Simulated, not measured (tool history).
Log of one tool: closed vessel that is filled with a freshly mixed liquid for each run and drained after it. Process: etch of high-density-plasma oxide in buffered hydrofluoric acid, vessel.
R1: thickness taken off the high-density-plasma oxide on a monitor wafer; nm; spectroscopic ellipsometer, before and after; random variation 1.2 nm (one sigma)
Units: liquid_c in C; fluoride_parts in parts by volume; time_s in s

Run 1, hour 0: liquid_c 21 C, fluoride_parts 19.5 parts by volume, time_s 105 s. Result: R1 60.434 nm.
Run 2, hour 5.5: liquid_c 22.5 C, fluoride_parts 19.5 parts by volume, time_s 105 s. Result: R1 66.048 nm.
Run 3, hour 12.6: liquid_c 22.5 C, fluoride_parts 15.5 parts by volume, time_s 105 s. Result: R1 82.778 nm.
Run 4, hour 20.3: liquid_c 22.5 C, fluoride_parts 15.5 parts by volume, time_s 105 s. Result: R1 81.731 nm.
Run 5, hour 24.9: liquid_c 24 C, fluoride_parts 13.5 parts by volume, time_s 105 s. Result: R1 103.01 nm.
Run 6, hour 26.2: liquid_c 25 C, fluoride_parts 12.5 parts by volume, time_s 105 s. Result: R1 116.41 nm.

Forecast run 7:
Run 7, hour 34.7: liquid_c 26 C, fluoride_parts 12 parts by volume, time_s 105 s. Result: R1 ?.

R1: 128.44 nm
